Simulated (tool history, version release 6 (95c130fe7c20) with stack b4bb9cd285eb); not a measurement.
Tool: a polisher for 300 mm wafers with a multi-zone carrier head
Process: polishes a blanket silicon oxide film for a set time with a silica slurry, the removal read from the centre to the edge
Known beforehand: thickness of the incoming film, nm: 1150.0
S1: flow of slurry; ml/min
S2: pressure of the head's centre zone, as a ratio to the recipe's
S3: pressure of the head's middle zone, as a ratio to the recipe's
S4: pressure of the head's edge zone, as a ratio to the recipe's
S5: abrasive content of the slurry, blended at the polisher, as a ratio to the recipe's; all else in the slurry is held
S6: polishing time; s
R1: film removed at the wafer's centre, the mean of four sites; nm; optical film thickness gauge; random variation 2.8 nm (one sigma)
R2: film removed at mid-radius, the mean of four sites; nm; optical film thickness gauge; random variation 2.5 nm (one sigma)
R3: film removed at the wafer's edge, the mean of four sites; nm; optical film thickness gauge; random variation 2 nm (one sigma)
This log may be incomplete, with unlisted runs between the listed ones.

run	hour	S1	S2	S3	S4	S5	S6	R1	R2	R3
1	0	170	1	1	1	1	81	213.22	223.85	224.79
2	8.4	170	1.08	1	1	1	81	233.99	220.14	228.93
3	10.8	165	1.07	0.99	0.99	1	81	219.09	217	223.21
4	13.5	165	1.07	0.99	0.99	1	63	177.98	169.19	173.09
5	16.2	170	1.07	0.99	1	1	63	177.5	167.97	178.01
6	23.3	170	1.01	0.99	1	1	63	162.3	165.45	175.04
7	26.7	175	1.02	0.99	1.01	1	63	167.1	171.5	173.79

Run 8 is up next; what results do you expect?
8	34.8	175	1.03	0.98	1.02	1	63	?	?	?

Run 8 gave R1 169.93 nm, R2 169.82 nm, R3 180.62 nm.
